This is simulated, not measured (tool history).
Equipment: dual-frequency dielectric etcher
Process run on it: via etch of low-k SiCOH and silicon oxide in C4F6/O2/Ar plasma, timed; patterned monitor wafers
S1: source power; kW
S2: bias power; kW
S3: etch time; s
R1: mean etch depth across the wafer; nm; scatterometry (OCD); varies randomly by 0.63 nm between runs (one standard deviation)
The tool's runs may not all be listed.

run	day	S1	S2	S3	R1
1	0.000	0.380	0.246	55.0	129.26
2	0.071	0.410	0.250	55.0	134.61
3	0.425	0.430	0.252	55.0	138.43
4	0.750	0.430	0.252	55.0	138.45
5	1.121	0.440	0.253	55.0	139.51
6	1.250	0.450	0.255	55.0	141.83
7	1.329	0.460	0.256	55.0	142.19
8	1.671	0.470	0.258	55.0	143.96

Run 9 is up next; what results do you expect?
9	1.792	0.480	0.259	55.0	?

Run 9 yielded R1 145.82 nm.

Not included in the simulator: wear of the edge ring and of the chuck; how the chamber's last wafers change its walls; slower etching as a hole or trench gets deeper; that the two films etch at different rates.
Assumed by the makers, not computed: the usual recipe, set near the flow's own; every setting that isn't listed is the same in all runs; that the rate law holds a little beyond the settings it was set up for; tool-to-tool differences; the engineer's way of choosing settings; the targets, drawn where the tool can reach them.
